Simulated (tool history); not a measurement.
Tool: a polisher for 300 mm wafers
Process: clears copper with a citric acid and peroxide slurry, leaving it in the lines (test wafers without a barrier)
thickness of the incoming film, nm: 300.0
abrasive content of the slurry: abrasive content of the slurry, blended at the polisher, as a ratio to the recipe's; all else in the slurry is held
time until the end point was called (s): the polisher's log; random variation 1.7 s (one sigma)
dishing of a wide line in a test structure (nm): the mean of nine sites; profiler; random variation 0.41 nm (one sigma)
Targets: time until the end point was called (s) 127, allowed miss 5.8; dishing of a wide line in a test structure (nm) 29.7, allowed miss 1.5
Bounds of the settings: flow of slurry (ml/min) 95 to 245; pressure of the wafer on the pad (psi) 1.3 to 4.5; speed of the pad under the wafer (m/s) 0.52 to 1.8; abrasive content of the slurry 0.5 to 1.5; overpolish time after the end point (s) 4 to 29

run,hour,flow of slurry (ml/min),pressure of the wafer on the pad (psi),speed of the pad under the wafer (m/s),abrasive content of the slurry,overpolish time after the end point (s),time until the end point was called (s),dishing of a wide line in a test structure (nm)
1,0,155,2.9,1.16,1,15,125.94,22.986
2,0.6,155,2.4,1.16,1,15,147.22,20.128
3,5.4,155,2.4,1.16,1,20,144.65,25.194
4,7.1,155,2.5,1.16,1,20,139.36,26.533
5,7.7,155,2.5,0.96,1,20,167.31,22.666
6,14.7,120,2.5,0.96,1,20,178.62,21.463
7,21.7,130,2.6,0.96,1,20,167.08,22.756
8,29,130,2.6,0.96,1,20,170.2,22.373

Which of these 4 next moves meets every target?
A,36.3,160,3,1.06,1.05,25,?,?
B,36.3,120,3,1.06,0.75,13,?,?
C,36.3,120,2.7,0.84,0.95,14,?,?
D,36.3,185,3,1.08,0.9,22,?,?

move,time until the end point was called (s),dishing of a wide line in a test structure (nm)
A,129.48,32.249
B,146.1,17.841
C,192.27,15.003
D,127.71,29.808
A: brings the result that was furthest off to its target, and leaves another outside
B: further off than the last run
C: further off than the last run
D: meets every target
The right move is D.
